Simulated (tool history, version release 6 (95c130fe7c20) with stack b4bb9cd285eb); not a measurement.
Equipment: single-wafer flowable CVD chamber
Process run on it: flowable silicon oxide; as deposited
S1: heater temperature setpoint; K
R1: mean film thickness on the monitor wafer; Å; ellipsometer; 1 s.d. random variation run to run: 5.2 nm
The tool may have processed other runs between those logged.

Run 1, day 0: S1 368.15 K, chamber pressure (Torr) 1.1, RF power (W) 1850, deposition time (s) 745. Result: R1 8174.9 Å.
Run 2, day 0.233: S1 368.15 K, chamber pressure (Torr) 1.1, RF power (W) 1850, deposition time (s) 769. Result: R1 8488.8 Å.
Run 3, day 0.275: S1 366.15 K, chamber pressure (Torr) 1.1, RF power (W) 1850, deposition time (s) 769. Result: R1 8927.3 Å.
Run 4, day 0.5: S1 366.15 K, chamber pressure (Torr) 0.93, RF power (W) 1850, deposition time (s) 769. Result: R1 7519.7 Å.
Run 5, day 0.829: S1 366.15 K, chamber pressure (Torr) 0.93, RF power (W) 1850, deposition time (s) 745. Result: R1 7310.7 Å.
Run 6, day 1.067: S1 366.15 K, chamber pressure (Torr) 0.93, RF power (W) 2105, deposition time (s) 745. Result: R1 7605.2 Å.
Run 7, day 1.204: S1 364.15 K, chamber pressure (Torr) 0.93, RF power (W) 2105, deposition time (s) 745. Result: R1 8005.7 Å.
Run 8, day 1.304: S1 352.15 K, chamber pressure (Torr) 0.93, RF power (W) 2105, deposition time (s) 745. Result: R1 11108 Å.

What does the tool deliver on the next run?
Run 9, day 1.471: S1 351.15 K, chamber pressure (Torr) 0.93, RF power (W) 2105, deposition time (s) 745. Result: R1 ?.

For run 9 the tool returned R1 11353 Å.

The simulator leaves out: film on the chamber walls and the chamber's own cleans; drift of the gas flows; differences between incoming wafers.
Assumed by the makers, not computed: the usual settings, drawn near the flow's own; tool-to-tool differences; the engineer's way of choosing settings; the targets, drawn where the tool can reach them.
